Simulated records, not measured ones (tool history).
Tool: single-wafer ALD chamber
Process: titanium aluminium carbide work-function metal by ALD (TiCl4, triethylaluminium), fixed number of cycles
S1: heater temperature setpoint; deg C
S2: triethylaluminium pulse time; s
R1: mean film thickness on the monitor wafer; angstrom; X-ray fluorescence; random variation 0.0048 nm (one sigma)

Run 1, day 0.000: S1 315 deg C, S2 14.93 s. Result: R1 22.976 angstrom.
Run 2, day 0.342: S1 315 deg C, S2 13.41 s. Result: R1 22.873 angstrom.
Run 3, day 0.538: S1 315 deg C, S2 11.08 s. Result: R1 22.542 angstrom.
Run 4, day 0.575: S1 312 deg C, S2 10.69 s. Result: R1 22.200 angstrom.
Run 5, day 0.917: S1 316 deg C, S2 10.69 s. Result: R1 22.582 angstrom.
Run 6, day 1.067: S1 316 deg C, S2 14.33 s. Result: R1 22.958 angstrom.
Run 7, day 1.333: S1 312 deg C, S2 13.80 s. Result: R1 22.628 angstrom.
Run 8, day 1.604: S1 309 deg C, S2 13.26 s. Result: R1 22.230 angstrom.
Run 9, day 1.896: S1 307 deg C, S2 12.96 s. Result: R1 21.904 angstrom.

What will run 10 give?
Run 10, day 2.204: S1 306 deg C, S2 12.80 s. Result: R1 ?.

For run 10 the tool returned R1 21.865 angstrom.

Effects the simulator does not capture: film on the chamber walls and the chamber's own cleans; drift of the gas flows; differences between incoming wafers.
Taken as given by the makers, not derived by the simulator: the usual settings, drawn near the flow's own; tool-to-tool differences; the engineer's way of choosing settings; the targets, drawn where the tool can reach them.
